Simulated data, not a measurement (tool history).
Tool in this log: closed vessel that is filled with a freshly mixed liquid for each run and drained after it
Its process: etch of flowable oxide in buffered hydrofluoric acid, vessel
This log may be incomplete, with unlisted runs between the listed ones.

run	hour	temperature setpoint of the liquid (C)	parts of 40 % ammonium fluoride to one part of 49 % hydrofluoric acid (parts by volume)	time in the liquid (s)	thickness taken off the flowable oxide on a monitor wafer (Å)
1	0.0	25	22.0	105	1815.2
2	8.4	25	22.0	105	1804.6
3	12.2	25	22.0	110	1942.7
4	18.3	25	22.0	105	1838.9
5	20.6	26	21.0	105	1997.3
6	29.3	27	20.5	105	2144.6
7	35.2	31	14.5	105	3652.6

Predict the results of run 8:
8	37.2	30	14.5	105	?

{"run 8": {"thickness taken off the flowable oxide on a monitor wafer (Å)": 3509.8}}
